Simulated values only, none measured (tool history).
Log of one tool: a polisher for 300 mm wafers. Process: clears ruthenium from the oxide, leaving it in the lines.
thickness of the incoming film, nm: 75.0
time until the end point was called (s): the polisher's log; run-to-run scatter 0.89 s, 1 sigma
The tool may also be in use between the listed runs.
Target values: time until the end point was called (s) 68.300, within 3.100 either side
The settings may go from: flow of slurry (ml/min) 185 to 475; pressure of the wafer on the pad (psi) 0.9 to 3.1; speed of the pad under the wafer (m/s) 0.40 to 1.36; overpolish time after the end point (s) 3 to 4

run  hour  flow of slurry (ml/min)  pressure of the wafer on the pad (psi)  speed of the pad under the wafer (m/s)  overpolish time after the end point (s)  time until the end point was called (s)
  1   0.0                      305                                     2.0                                    0.88                                        4                                   82.372
  2   6.2                      305                                     2.2                                    0.88                                        4                                   76.809
  3   8.2                      305                                     2.2                                    0.88                                        4                                   77.407
  4  10.1                      305                                     2.3                                    0.88                                        4                                   74.640
  5  12.4                      305                                     1.8                                    0.88                                        4                                   89.421
  6  20.3                      305                                     2.0                                    0.88                                        4                                   82.912
  7  24.2                      305                                     2.1                                    0.88                                        4                                   80.334
  8  30.5                      305                                     2.2                                    0.88                                        4                                   77.382
  9  35.6                      305                                     2.3                                    0.88                                        4                                   74.037

Of the 4 settings listed for the next run, only one would bring every result within its allowed miss of target. Which one?
  A  40.7                      270                                     2.2                                    1.16                                        3                                        ?
  B  40.7                      260                                     2.3                                    1.10                                        3                                        ?
  C  40.7                      355                                     2.4                                    0.90                                        4                                        ?
  D  40.7                      260                                     2.6                                    0.98                                        3                                        ?

move  time until the end point was called (s)
   A                                   62.945
   B                                   63.800
   C                                   70.886
   D                                   63.593
A: carries the result that was furthest off beyond its target, to the other side
B: carries the result that was furthest off beyond its target, to the other side
C: all results land within tolerance of their targets
D: carries the result that was furthest off beyond its target, to the other side
The move that meets every target is C.

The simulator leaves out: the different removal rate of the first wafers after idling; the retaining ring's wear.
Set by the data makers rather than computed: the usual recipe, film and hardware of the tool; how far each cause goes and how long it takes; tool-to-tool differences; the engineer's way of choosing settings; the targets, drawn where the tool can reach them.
